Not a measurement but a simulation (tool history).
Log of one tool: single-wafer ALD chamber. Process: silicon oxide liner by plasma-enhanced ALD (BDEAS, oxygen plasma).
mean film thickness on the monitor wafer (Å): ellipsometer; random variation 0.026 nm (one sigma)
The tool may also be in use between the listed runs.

run    day  heater temperature setpoint (K)  number of ALD cycles (cycles)  mean film thickness on the monitor wafer (Å)
  1  0.000                           593.15                             82                                        68.674
  2  0.192                           593.15                             79                                        66.269
  3  0.521                           593.15                             76                                        63.708
  4  0.842                           593.15                             86                                        72.441
  5  0.879                           602.15                             86                                        71.667
  6  1.075                           602.15                             82                                        68.338

The next listed run, before its measurement:
  7  1.267                           602.15                             79                                             ?

{"run 7": {"mean film thickness on the monitor wafer (Å)": 65.733}}
